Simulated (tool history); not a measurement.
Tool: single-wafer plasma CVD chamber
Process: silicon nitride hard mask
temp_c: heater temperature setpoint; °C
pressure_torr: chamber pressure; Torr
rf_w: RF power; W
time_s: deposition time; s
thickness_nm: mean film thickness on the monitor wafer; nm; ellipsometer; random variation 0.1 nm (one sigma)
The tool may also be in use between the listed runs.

run,hour,temp_c,pressure_torr,rf_w,time_s,thickness_nm
1,0,420,1.71,275,33.6,37.172
2,7.4,420,1.71,255,33.6,35.602
3,15.4,420,1.89,255,33.6,36.793
4,16.4,420,2.02,265,33.7,38.931
5,17.9,420,2.12,265,33.7,39.526
6,18.6,420,2.2,270,33.7,40.5
7,27.6,420,2.25,270,33.7,40.685
8,28.9,420,2.29,270,33.7,41.26

Forecast run 9:
9,33.4,420,2.32,270,33.7,?

{"run 9": {"thickness_nm": 41.163}}

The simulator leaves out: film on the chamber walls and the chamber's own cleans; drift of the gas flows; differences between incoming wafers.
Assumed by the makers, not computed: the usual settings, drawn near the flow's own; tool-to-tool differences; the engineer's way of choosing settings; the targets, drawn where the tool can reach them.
